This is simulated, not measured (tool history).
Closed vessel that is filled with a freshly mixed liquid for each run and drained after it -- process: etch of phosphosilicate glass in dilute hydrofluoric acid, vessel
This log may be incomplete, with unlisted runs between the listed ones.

run	hour	temperature setpoint of the liquid (K)	parts of water to one part of 49 % hydrofluoric acid (parts by volume)	time in the liquid (s)	thickness taken off the phosphosilicate glass on a monitor wafer (nm)
1	0.0	295.15	280	30	10.195
2	4.0	297.15	265	30	11.836
3	10.8	297.15	175	30	19.828
4	18.9	297.15	90	30	42.420
5	27.3	295.65	125	30	27.125
6	32.9	294.15	135	30	23.761
7	40.1	293.15	145	30	20.834
8	41.7	292.15	150	30	19.634
9	42.4	292.15	150	30	19.463
10	45.5	291.65	155	30	18.482
11	48.9	290.15	180	30	14.401
12	51.4	290.65	180	30	14.787

Run 13 comes next. What will it give?
13	52.8	291.15	180	30	?

{"run 13": {"thickness taken off the phosphosilicate glass on a monitor wafer (nm)": 14.847}}
